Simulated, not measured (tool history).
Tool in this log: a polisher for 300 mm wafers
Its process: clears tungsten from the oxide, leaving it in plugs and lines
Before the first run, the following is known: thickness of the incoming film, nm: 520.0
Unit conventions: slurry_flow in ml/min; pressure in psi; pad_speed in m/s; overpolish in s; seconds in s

Run 1, hour 0: slurry_flow 180 ml/min, pressure 3.2 psi, pad_speed 1.22 m/s, slurry_solids 1, overpolish 8 s. Result: seconds 121.78 s.
Run 2, hour 1.4: slurry_flow 180 ml/min, pressure 3.2 psi, pad_speed 1.22 m/s, slurry_solids 1, overpolish 8 s. Result: seconds 127.12 s.
Run 3, hour 3.7: slurry_flow 180 ml/min, pressure 3.1 psi, pad_speed 1.22 m/s, slurry_solids 1, overpolish 8 s. Result: seconds 126.33 s.
Run 4, hour 8: slurry_flow 145 ml/min, pressure 3.1 psi, pad_speed 1.22 m/s, slurry_solids 1, overpolish 8 s. Result: seconds 134.59 s.
Run 5, hour 14.8: slurry_flow 145 ml/min, pressure 3 psi, pad_speed 1.22 m/s, slurry_solids 1, overpolish 8 s. Result: seconds 140.34 s.
Run 6, hour 19.7: slurry_flow 145 ml/min, pressure 3 psi, pad_speed 1.48 m/s, slurry_solids 1, overpolish 8 s. Result: seconds 119.78 s.

The next listed run, before its measurement:
Run 7, hour 24.3: slurry_flow 145 ml/min, pressure 2.9 psi, pad_speed 1.48 m/s, slurry_solids 1, overpolish 8 s. Result: seconds ?.

seconds: 124.58 s

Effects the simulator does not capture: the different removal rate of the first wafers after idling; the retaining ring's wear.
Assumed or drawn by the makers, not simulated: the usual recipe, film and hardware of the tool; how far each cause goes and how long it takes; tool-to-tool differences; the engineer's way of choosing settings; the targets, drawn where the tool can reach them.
